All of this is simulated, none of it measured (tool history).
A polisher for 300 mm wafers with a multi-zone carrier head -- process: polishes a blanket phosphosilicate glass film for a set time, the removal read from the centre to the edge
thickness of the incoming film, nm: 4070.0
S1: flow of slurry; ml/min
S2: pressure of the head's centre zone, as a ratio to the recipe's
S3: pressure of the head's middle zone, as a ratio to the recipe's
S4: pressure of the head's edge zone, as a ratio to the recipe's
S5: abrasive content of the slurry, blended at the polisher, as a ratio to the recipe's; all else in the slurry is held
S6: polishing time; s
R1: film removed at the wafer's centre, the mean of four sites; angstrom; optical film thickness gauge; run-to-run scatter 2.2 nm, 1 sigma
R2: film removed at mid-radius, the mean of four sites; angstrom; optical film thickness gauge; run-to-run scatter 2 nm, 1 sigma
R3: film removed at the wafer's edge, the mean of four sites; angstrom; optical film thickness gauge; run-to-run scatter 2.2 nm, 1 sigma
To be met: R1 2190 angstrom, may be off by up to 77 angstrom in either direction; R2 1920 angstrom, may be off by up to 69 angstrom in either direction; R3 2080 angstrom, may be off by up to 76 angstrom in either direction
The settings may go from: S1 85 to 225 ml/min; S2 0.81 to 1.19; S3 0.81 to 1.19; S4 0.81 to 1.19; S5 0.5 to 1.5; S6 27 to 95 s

run	hour	S1	S2	S3	S4	S5	S6	R1	R2	R3
1	0	145	1	1	1	1	61	4691.8	4723	4732.8
2	2.1	145	1	0.96	1	1	61	4564.6	4490.2	4725.7
3	4.7	145	1	0.96	1	1.15	61	4913.5	4742.7	5032.9
4	12.2	145	1	0.96	1	1	61	4556.3	4483.8	4763.9
5	19.7	140	1.03	0.94	0.96	0.85	51	3655	3348.9	3517.9
6	22.8	130	1.02	0.91	0.92	0.75	47	3006.2	2831.7	2971.6
7	30	125	1.03	0.88	0.9	0.7	45	2776.1	2471.4	2744
8	34.1	125	1.03	0.88	0.88	0.65	43	2510.6	2311.1	2453.2
9	36.3	120	1.04	0.86	0.86	0.6	43	2436.9	2116	2293.3
10	40.8	115	1.03	0.85	0.85	0.6	43	2424.1	2081	2306
11	46.8	115	1.03	0.85	0.84	0.55	43	2292.6	1951.7	2214.6

Consider the 5 candidate settings below. Which is the only one whose results all fall within their allowed miss of target?
A	52.8	145	1.1	0.87	0.87	0.65	38	?	?	?
B	52.8	165	1.1	0.94	0.81	0.9	27	?	?	?
C	52.8	165	1.18	0.93	0.81	0.85	28	?	?	?
D	52.8	115	1.1	0.86	0.84	0.6	41	?	?	?
E	52.8	140	1.02	0.85	0.84	0.65	36	?	?	?

move	R1	R2	R3
A	2454.2	2074.7	2200.3
B	2141.2	1923.6	1856
C	2314.5	1919.5	1869.7
D	2386.4	2012	2160.4
E	2138.2	1916.2	2051.6
A: the biggest miss grows against the last run
B: takes the biggest miss from the last run beyond its target
C: takes the biggest miss from the last run beyond its target
D: the biggest miss grows against the last run
E: all results in spec
E is the move that brings every result within its allowed miss.
